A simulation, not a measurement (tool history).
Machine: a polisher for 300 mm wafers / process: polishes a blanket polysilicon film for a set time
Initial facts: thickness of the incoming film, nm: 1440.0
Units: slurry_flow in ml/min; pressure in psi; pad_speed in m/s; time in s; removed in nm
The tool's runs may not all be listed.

run,day,slurry_flow,pressure,pad_speed,time,removed
1,0,320,1.8,0.92,37,165.47
2,0.312,360,1.8,0.92,37,169.48
3,0.5,360,2,0.94,37,191.61
4,0.746,360,2.3,0.94,37,217.79
5,0.938,360,2.4,0.94,37,223.65
6,1.075,360,2.4,0.74,37,198.96
7,1.388,360,2.5,0.76,37,205.2

What does the tool deliver on the next run?
8,1.475,360,2.6,0.78,37,?

{"run 8": {"removed": 217.81}}
